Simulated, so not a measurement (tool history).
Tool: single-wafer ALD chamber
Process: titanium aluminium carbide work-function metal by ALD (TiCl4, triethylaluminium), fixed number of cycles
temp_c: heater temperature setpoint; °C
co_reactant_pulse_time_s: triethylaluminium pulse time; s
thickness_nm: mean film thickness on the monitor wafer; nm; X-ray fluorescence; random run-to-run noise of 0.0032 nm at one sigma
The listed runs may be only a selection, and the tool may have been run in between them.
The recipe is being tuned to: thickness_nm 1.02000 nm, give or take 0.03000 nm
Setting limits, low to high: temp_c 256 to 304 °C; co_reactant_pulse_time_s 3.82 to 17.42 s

{"run": 1, "hour": 0.0, "temp_c": 280, "co_reactant_pulse_time_s": 10.62, "thickness_nm": 1.6569}
{"run": 2, "hour": 2.6, "temp_c": 290, "co_reactant_pulse_time_s": 10.62, "thickness_nm": 1.7405}
{"run": 3, "hour": 4.4, "temp_c": 284, "co_reactant_pulse_time_s": 9.44, "thickness_nm": 1.5952}
{"run": 4, "hour": 11.7, "temp_c": 279, "co_reactant_pulse_time_s": 9.44, "thickness_nm": 1.5462}
{"run": 5, "hour": 19.8, "temp_c": 275, "co_reactant_pulse_time_s": 8.46, "thickness_nm": 1.4228}
{"run": 6, "hour": 23.0, "temp_c": 271, "co_reactant_pulse_time_s": 8.46, "thickness_nm": 1.3828}
{"run": 7, "hour": 30.7, "temp_c": 259, "co_reactant_pulse_time_s": 5.06, "thickness_nm": 0.61447}
{"run": 8, "hour": 38.0, "temp_c": 262, "co_reactant_pulse_time_s": 5.08, "thickness_nm": 0.63448}
{"run": 9, "hour": 43.6, "temp_c": 274, "co_reactant_pulse_time_s": 8.48, "thickness_nm": 1.4024}
{"run": 10, "hour": 52.3, "temp_c": 272, "co_reactant_pulse_time_s": 8.15, "thickness_nm": 1.3473}
{"run": 11, "hour": 55.7, "temp_c": 272, "co_reactant_pulse_time_s": 7.85, "thickness_nm": 1.3114}
{"run": 12, "hour": 58.1, "temp_c": 270, "co_reactant_pulse_time_s": 7.68, "thickness_nm": 1.2711}
{"run": 13, "hour": 63.1, "temp_c": 270, "co_reactant_pulse_time_s": 7.45, "thickness_nm": 1.2372}
{"run": 14, "hour": 66.1, "temp_c": 270, "co_reactant_pulse_time_s": 7.45, "thickness_nm": 1.2318}
{"run": 15, "hour": 68.1, "temp_c": 258, "co_reactant_pulse_time_s": 4.05, "thickness_nm": 0.23913}
{"run": 16, "hour": 76.2, "temp_c": 265, "co_reactant_pulse_time_s": 4.5, "thickness_nm": 0.43677}
{"run": 17, "hour": 84.8, "temp_c": 265, "co_reactant_pulse_time_s": 4.99, "thickness_nm": 0.61622}
{"run": 18, "hour": 87.9, "temp_c": 268, "co_reactant_pulse_time_s": 5.0, "thickness_nm": 0.63026}
{"run": 19, "hour": 94.9, "temp_c": 272, "co_reactant_pulse_time_s": 5.02, "thickness_nm": 0.65021}
{"run": 20, "hour": 97.0, "temp_c": 277, "co_reactant_pulse_time_s": 5.06, "thickness_nm": 0.68519}
{"hour": 104.3, "done": "triethylaluminium bottle replaced"}
{"run": 21, "hour": 104.3, "temp_c": 281, "co_reactant_pulse_time_s": 5.22, "thickness_nm": 1.0905}
{"run": 22, "hour": 113.1, "temp_c": 280, "co_reactant_pulse_time_s": 5.21, "thickness_nm": 1.0815}
{"run": 23, "hour": 116.5, "temp_c": 279, "co_reactant_pulse_time_s": 5.21, "thickness_nm": 1.0758}
{"run": 24, "hour": 118.5, "temp_c": 278, "co_reactant_pulse_time_s": 5.21, "thickness_nm": 1.0686}

Of the 5 settings listed for the next run, only one would bring every result within its allowed miss of target. Which one?
{"run": "A", "hour": 120.5, "temp_c": 274, "co_reactant_pulse_time_s": 5.26, "thickness_nm": "?"}
{"run": "B", "hour": 120.5, "temp_c": 282, "co_reactant_pulse_time_s": 5.26, "thickness_nm": "?"}
{"run": "C", "hour": 120.5, "temp_c": 280, "co_reactant_pulse_time_s": 5.22, "thickness_nm": "?"}
{"run": "D", "hour": 120.5, "temp_c": 272, "co_reactant_pulse_time_s": 5.16, "thickness_nm": "?"}
{"run": "E", "hour": 120.5, "temp_c": 286, "co_reactant_pulse_time_s": 5.19, "thickness_nm": "?"}

move=A thickness_nm=1.06550
move=B thickness_nm=1.11220
move=C thickness_nm=1.08450
move=D thickness_nm=1.01490
move=E thickness_nm=1.10650
A: gains on the last run, yet a result remains outside its allowed miss
B: lands further from the targets than the last run did
C: lands further from the targets than the last run did
D: all results land within tolerance of their targets
E: lands further from the targets than the last run did
Answer: D
